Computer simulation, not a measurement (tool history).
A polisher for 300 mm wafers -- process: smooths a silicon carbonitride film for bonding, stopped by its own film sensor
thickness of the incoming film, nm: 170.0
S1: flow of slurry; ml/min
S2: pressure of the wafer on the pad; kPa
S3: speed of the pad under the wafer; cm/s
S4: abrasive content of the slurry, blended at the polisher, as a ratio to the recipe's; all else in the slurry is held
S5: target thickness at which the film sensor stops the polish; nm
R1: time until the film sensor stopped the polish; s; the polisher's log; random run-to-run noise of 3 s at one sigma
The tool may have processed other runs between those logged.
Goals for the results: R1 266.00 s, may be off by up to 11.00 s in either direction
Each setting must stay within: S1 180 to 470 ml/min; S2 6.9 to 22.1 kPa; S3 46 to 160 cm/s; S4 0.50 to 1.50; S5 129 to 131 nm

run	hour	S1	S2	S3	S4	S5	R1
1	0.0	300	14.5	102	1.00	131	148.18
2	1.0	300	14.5	102	1.00	129	155.13
3	9.0	235	14.5	102	1.00	129	160.24
4	15.6	200	14.5	102	1.00	129	161.49
5	20.2	200	12.4	100	1.00	129	190.22
6	21.0	200	11.0	100	1.00	129	202.95
7	25.3	200	9.7	98	1.00	129	233.07
8	27.0	200	9.0	98	1.00	129	249.46

Which one of the following 5 next-run settings gets every result inside its allowed miss? There is exactly one.
A	28.7	210	8.3	92	1.10	131	?
B	28.7	205	10.3	96	0.95	130	?
C	28.7	230	9.0	112	0.90	131	?
D	28.7	180	9.0	78	1.00	131	?
E	28.7	180	8.3	90	1.15	131	?

move	R1
A	240.70
B	221.57
C	231.76
D	261.77
E	241.29
A: the biggest miss grows against the last run
B: the biggest miss grows against the last run
C: the biggest miss grows against the last run
D: each result inside its tolerance
E: the biggest miss grows against the last run
Move D is the one to make.
